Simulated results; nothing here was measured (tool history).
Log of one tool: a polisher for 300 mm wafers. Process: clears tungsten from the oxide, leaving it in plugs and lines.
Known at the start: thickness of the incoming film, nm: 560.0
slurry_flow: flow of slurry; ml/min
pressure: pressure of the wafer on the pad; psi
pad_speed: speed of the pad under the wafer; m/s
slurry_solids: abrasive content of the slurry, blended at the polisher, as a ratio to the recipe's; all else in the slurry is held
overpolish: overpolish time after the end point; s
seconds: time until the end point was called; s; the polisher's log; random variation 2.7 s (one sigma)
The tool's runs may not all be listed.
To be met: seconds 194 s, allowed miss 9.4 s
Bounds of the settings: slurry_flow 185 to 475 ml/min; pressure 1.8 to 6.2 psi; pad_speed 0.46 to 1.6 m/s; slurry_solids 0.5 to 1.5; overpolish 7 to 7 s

| run | hour | slurry_flow | pressure | pad_speed | slurry_solids | overpolish | seconds |
|---|---|---|---|---|---|---|---|
| 1 | 0 | 305 | 4 | 1.02 | 1 | 7 | 129.15 |
| 2 | 3 | 305 | 4 | 1.02 | 0.8 | 7 | 134.12 |
| 3 | 11.4 | 305 | 3.7 | 1.02 | 0.8 | 7 | 151.39 |
| 4 | 12.4 | 305 | 3.5 | 1.02 | 0.8 | 7 | 152.86 |
| 5 | 15.3 | 305 | 2.6 | 1.02 | 0.8 | 7 | 203.86 |
| 6 | 16 | 305 | 3.4 | 1.02 | 0.8 | 7 | 159.01 |
| 7 | 17.1 | 305 | 3.2 | 1.02 | 0.8 | 7 | 168.65 |
| 8 | 22.5 | 305 | 3.1 | 1.02 | 0.8 | 7 | 172.93 |
| 9 | 24.2 | 305 | 3 | 1.02 | 0.8 | 7 | 178.14 |

4 next moves are on the table. One of them brings every result within its allowed miss. Which?
| A | 25.9 | 315 | 3 | 1.06 | 0.8 | 7 | ? |
| B | 25.9 | 260 | 2.8 | 1.18 | 0.75 | 7 | ? |
| C | 25.9 | 305 | 2.5 | 1.04 | 0.75 | 7 | ? |
| D | 25.9 | 350 | 2.9 | 0.88 | 0.85 | 7 | ? |

| move | seconds |
|---|---|
| A | 169.54 |
| B | 174.6 |
| C | 209.63 |
| D | 192.89 |
A: further off than the last run
B: further off than the last run
C: takes the result that was furthest off past its target
D: meets every target
Move D is the one to make.

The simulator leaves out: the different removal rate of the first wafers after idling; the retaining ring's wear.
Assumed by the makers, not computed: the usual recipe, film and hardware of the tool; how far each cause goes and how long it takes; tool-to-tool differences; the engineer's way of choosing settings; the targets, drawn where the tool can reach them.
